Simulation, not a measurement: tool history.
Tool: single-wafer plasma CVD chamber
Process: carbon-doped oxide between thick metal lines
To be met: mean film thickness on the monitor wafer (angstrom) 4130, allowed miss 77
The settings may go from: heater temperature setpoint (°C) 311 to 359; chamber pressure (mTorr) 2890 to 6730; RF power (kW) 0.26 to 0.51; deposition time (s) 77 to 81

run,hour,heater temperature setpoint (°C),chamber pressure (mTorr),RF power (kW),deposition time (s),mean film thickness on the monitor wafer (angstrom)
1,0,335,4810,0.385,81,3568.1
2,8.2,335,4290,0.385,81,3495.1
3,16.7,332,4770,0.395,81,3596.4
4,20,332,4950,0.415,81,3777.1
5,25.4,324,4950,0.415,81,3882.6
6,29.5,334,4950,0.415,81,3728.7
7,35.6,330,5140,0.42,81,3873.4
8,36.2,327,5290,0.42,81,3891.9
9,40.9,325,5400,0.425,81,3985.8
10,47.9,324,5480,0.425,81,3985.7
11,51.4,324,5480,0.425,81,3965.5
12,59.7,323,5540,0.43,81,4018.1

Which of these 4 next moves meets every target?
A,68,320,5470,0.415,80,?
B,68,321,5770,0.44,81,?
C,68,326,5970,0.45,77,?
D,68,322,4980,0.435,80,?

move,mean film thickness on the monitor wafer (angstrom)
A,3909.3
B,4112.7
C,3910.3
D,3944.8
A: further off than the last run
B: meets every target
C: further off than the last run
D: further off than the last run
Move B is the one to make.
